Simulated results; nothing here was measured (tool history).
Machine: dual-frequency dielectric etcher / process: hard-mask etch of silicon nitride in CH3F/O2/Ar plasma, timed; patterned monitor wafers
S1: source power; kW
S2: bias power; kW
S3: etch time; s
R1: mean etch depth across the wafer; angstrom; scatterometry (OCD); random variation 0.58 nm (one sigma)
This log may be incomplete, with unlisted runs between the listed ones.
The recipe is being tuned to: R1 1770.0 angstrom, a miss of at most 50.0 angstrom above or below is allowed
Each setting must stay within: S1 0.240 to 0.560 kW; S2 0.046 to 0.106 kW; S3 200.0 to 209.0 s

run,hour,S1,S2,S3,R1
1,0.0,0.400,0.076,200.0,1521.6
2,1.7,0.430,0.078,200.5,1583.0
3,4.2,0.450,0.080,201.0,1639.7
4,10.4,0.450,0.086,201.0,1687.5
5,15.0,0.460,0.087,201.0,1718.7
6,22.3,0.460,0.079,201.0,1637.4
7,27.0,0.470,0.080,201.0,1649.2
8,33.9,0.480,0.081,201.5,1678.0

Exercise: of the 4 proposed moves below, exactly one satisfies all targets within the stated allowed misses. Which move is it?
A,40.8,0.520,0.082,204.5,?
B,40.8,0.480,0.076,204.5,?
C,40.8,0.480,0.080,200.0,?
D,40.8,0.440,0.085,200.0,?

move,R1
A,1750.5
B,1638.0
C,1647.5
D,1657.6
A: every result within its allowed miss
B: lands further from the targets than the last run did
C: lands further from the targets than the last run did
D: lands further from the targets than the last run did
A is the move that brings every result within its allowed miss.
